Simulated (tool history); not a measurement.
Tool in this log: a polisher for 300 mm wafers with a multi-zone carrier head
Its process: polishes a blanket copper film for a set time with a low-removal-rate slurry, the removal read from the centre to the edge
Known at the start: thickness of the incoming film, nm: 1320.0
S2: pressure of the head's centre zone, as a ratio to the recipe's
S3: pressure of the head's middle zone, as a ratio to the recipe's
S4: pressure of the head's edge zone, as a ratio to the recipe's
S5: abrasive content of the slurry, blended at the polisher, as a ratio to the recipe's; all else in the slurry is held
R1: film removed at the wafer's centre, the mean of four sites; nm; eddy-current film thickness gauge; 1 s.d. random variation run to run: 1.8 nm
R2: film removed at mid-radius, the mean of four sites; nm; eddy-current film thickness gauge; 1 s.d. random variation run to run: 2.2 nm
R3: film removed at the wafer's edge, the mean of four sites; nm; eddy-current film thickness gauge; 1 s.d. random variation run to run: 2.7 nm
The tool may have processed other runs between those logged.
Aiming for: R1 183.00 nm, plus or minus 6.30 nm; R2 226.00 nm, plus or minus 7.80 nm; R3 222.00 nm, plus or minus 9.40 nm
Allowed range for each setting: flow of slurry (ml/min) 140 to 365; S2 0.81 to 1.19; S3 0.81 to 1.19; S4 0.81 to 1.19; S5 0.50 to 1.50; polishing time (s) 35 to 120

run 1 hour=0.0 | flow_of_slurry_(ml/min)=235 S2=1.00 S3=1.00 S4=1.00 S5=1.00 polishing_time_(s)=77 | R1=346.24 R2=354.46 R3=336.14
run 2 hour=4.9 | flow_of_slurry_(ml/min)=220 S2=0.94 S3=0.99 S4=1.00 S5=0.85 polishing_time_(s)=70 | R1=290.81 R2=304.89 R3=299.40
run 3 hour=7.4 | flow_of_slurry_(ml/min)=210 S2=0.90 S3=1.01 S4=1.02 S5=0.75 polishing_time_(s)=64 | R1=251.49 R2=278.64 R3=267.54
run 4 hour=15.3 | flow_of_slurry_(ml/min)=210 S2=0.90 S3=1.01 S4=1.02 S5=0.75 polishing_time_(s)=46 | R1=178.18 R2=199.93 R3=189.11
run 5 hour=17.6 | flow_of_slurry_(ml/min)=210 S2=0.82 S3=1.01 S4=1.02 S5=0.75 polishing_time_(s)=46 | R1=160.68 R2=200.55 R3=188.10
run 6 hour=18.5 | flow_of_slurry_(ml/min)=180 S2=0.82 S3=1.01 S4=1.02 S5=0.75 polishing_time_(s)=46 | R1=157.84 R2=197.03 R3=187.09
run 7 hour=21.5 | flow_of_slurry_(ml/min)=190 S2=0.83 S3=1.02 S4=1.06 S5=0.85 polishing_time_(s)=46 | R1=163.76 R2=203.87 R3=199.29
run 8 hour=23.2 | flow_of_slurry_(ml/min)=205 S2=0.84 S3=1.04 S4=1.08 S5=0.90 polishing_time_(s)=46 | R1=168.79 R2=205.73 R3=205.29
-- hour=30.4 edge zone pressure recalibrated
run 9 hour=30.4 | flow_of_slurry_(ml/min)=215 S2=0.85 S3=1.07 S4=1.09 S5=0.95 polishing_time_(s)=46 | R1=173.60 R2=216.67 R3=212.45

Exactly one of the 5 candidate moves below puts every result within its allowed miss. Which one?
run A hour=37.6 | flow_of_slurry_(ml/min)=180 S2=0.86 S3=1.10 S4=1.10 S5=0.75 polishing_time_(s)=46 | R1=? R2=? R3=?
run B hour=37.6 | flow_of_slurry_(ml/min)=155 S2=0.84 S3=1.02 S4=0.98 S5=1.20 polishing_time_(s)=46 | R1=? R2=? R3=?
run C hour=37.6 | flow_of_slurry_(ml/min)=200 S2=0.87 S3=1.07 S4=1.10 S5=1.05 polishing_time_(s)=47 | R1=? R2=? R3=?
run D hour=37.6 | flow_of_slurry_(ml/min)=195 S2=0.81 S3=1.19 S4=1.02 S5=0.85 polishing_time_(s)=45 | R1=? R2=? R3=?
run E hour=37.6 | flow_of_slurry_(ml/min)=185 S2=0.81 S3=1.18 S4=1.19 S5=1.10 polishing_time_(s)=45 | R1=? R2=? R3=?

move=A R1=166.16 R2=209.47 R3=200.39
move=B R1=168.18 R2=204.51 R3=199.45
move=C R1=184.19 R2=223.70 R3=218.17
move=D R1=158.48 R2=226.46 R3=194.31
move=E R1=163.10 R2=231.59 R3=216.25
A: moves away from the targets compared with the last run
B: moves away from the targets compared with the last run
C: every result lands within tolerance
D: moves away from the targets compared with the last run
E: moves away from the targets compared with the last run
The right move is C.
